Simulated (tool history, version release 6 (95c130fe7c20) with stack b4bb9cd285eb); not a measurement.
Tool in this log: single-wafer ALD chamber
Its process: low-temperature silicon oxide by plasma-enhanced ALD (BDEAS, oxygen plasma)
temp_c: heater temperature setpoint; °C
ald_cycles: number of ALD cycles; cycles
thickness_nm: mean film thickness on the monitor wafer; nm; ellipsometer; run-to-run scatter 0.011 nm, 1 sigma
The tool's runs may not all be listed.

run,hour,temp_c,ald_cycles,thickness_nm
1,0,110,43,5.9738
2,7.1,110,46,6.3789
3,12.3,111,43,5.955
4,16.8,112,41,5.6698
5,19.8,121,41,5.6016
6,22.6,130,41,5.5141
7,23.3,130,41,5.4824

Forecast run 8:
8,29.6,130,40,?

For run 8 the tool returned thickness_nm 5.3656 nm.
